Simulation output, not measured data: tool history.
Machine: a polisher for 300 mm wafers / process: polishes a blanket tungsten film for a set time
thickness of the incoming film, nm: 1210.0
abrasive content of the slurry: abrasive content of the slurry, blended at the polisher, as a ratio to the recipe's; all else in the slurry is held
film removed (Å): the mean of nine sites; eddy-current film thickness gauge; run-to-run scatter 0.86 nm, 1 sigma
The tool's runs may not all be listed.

| run | hour | flow of slurry (ml/min) | pressure of the wafer on the pad (psi) | speed of the pad under the wafer (m/s) | abrasive content of the slurry | polishing time (s) | film removed (Å) |
|---|---|---|---|---|---|---|---|
| 1 | 0.0 | 165 | 3.3 | 1.06 | 1.0 | 23 | 889.65 |
| 2 | 4.5 | 165 | 3.0 | 1.06 | 1.0 | 23 | 812.23 |
| 3 | 5.5 | 165 | 2.8 | 1.06 | 1.0 | 23 | 741.22 |
| 4 | 12.6 | 165 | 3.6 | 1.06 | 1.0 | 23 | 955.48 |
| 5 | 17.8 | 165 | 3.6 | 1.06 | 1.0 | 23 | 951.91 |
| 6 | 20.8 | 165 | 2.9 | 1.06 | 1.0 | 23 | 773.72 |

Predict the results of run 7:
| 7 | 26.0 | 165 | 2.7 | 1.06 | 1.0 | 23 | ? |

{"run 7": {"film removed (Å)": 731.16}}
